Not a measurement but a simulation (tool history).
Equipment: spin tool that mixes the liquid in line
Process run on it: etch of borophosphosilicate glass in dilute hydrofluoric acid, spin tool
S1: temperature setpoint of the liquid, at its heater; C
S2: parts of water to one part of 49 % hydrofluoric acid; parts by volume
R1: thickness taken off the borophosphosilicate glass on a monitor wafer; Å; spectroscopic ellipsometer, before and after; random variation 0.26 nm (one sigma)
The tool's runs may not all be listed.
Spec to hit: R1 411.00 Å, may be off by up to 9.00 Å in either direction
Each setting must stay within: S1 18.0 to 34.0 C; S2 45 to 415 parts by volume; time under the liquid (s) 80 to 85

{"run": 1, "day": 0.0, "S1": 26.0, "S2": 230, "time under the liquid (s)": 80, "R1": 123.45}
{"run": 2, "day": 0.171, "S1": 26.0, "S2": 230, "time under the liquid (s)": 85, "R1": 133.42}
{"run": 3, "day": 0.408, "S1": 26.0, "S2": 200, "time under the liquid (s)": 85, "R1": 158.26}
{"run": 4, "day": 0.438, "S1": 26.0, "S2": 200, "time under the liquid (s)": 85, "R1": 156.18}
{"run": 5, "day": 0.762, "S1": 26.0, "S2": 200, "time under the liquid (s)": 80, "R1": 147.66}
{"run": 6, "day": 0.992, "S1": 29.0, "S2": 200, "time under the liquid (s)": 80, "R1": 166.3}
{"run": 7, "day": 1.321, "S1": 30.5, "S2": 165, "time under the liquid (s)": 80, "R1": 220.59}
{"run": 8, "day": 1.583, "S1": 31.5, "S2": 145, "time under the liquid (s)": 80, "R1": 266.87}
{"run": 9, "day": 1.646, "S1": 34.0, "S2": 85, "time under the liquid (s)": 80, "R1": 543.52}
{"run": 10, "day": 1.992, "S1": 32.5, "S2": 85, "time under the liquid (s)": 80, "R1": 515.9}
{"run": 11, "day": 2.358, "S1": 30.5, "S2": 85, "time under the liquid (s)": 80, "R1": 473.3}

Next run, 4 choices. One meets every target within its allowed miss, the rest don't. Which?
{"run": "A", "day": 2.725, "S1": 30.0, "S2": 100, "time under the liquid (s)": 85, "R1": "?"}
{"run": "B", "day": 2.725, "S1": 28.5, "S2": 90, "time under the liquid (s)": 85, "R1": "?"}
{"run": "C", "day": 2.725, "S1": 29.5, "S2": 90, "time under the liquid (s)": 80, "R1": "?"}
{"run": "D", "day": 2.725, "S1": 28.5, "S2": 85, "time under the liquid (s)": 80, "R1": "?"}

move=A R1=414.27
move=B R1=440.99
move=C R1=431.19
move=D R1=442.53
A: every result lands within tolerance
B: moves toward the targets from the last run without getting all of them in spec
C: moves toward the targets from the last run without getting all of them in spec
D: moves toward the targets from the last run without getting all of them in spec
The move that meets every target is A.
